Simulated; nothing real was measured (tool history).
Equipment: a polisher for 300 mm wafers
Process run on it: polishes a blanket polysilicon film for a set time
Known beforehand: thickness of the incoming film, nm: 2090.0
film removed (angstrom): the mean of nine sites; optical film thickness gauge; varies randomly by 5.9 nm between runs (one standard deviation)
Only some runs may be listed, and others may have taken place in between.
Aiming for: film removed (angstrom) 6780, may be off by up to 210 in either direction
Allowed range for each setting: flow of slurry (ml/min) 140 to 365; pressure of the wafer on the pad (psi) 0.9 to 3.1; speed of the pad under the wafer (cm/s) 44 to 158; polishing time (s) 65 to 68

run	hour	flow of slurry (ml/min)	pressure of the wafer on the pad (psi)	speed of the pad under the wafer (cm/s)	polishing time (s)	film removed (angstrom)
1	0	235	2	100	65	3810.4
2	5.9	235	2.3	100	65	4374.6
3	11.1	235	2.5	102	65	4904.6
4	13.1	235	2.7	104	65	5451.8
5	17.7	235	2.8	104	65	5517.4
6	23.5	275	2.8	104	65	5735.9
7	26.7	275	2.9	104	65	5870.7
8	30	275	3	106	65	6182.1
9	34.5	275	3	108	65	6294.4
10	40.2	275	3	110	65	6525.3
11	44.7	275	3	110	65	6439.3

Exercise: of the 5 proposed moves below, exactly one satisfies all targets within the stated allowed misses. Which move is it?
A	49.2	245	3.1	102	68	?
B	49.2	215	2.9	112	67	?
C	49.2	320	3.1	114	68	?
D	49.2	265	2.9	112	66	?
E	49.2	275	2.8	118	68	?

move	film removed (angstrom)
A	6386.7
B	6348.3
C	7314
D	6416.4
E	6747.3
A: further off than the last run
B: further off than the last run
C: pushes the last run's worst result past its target
D: further off than the last run
E: each result inside its tolerance
The move that meets every target is E.
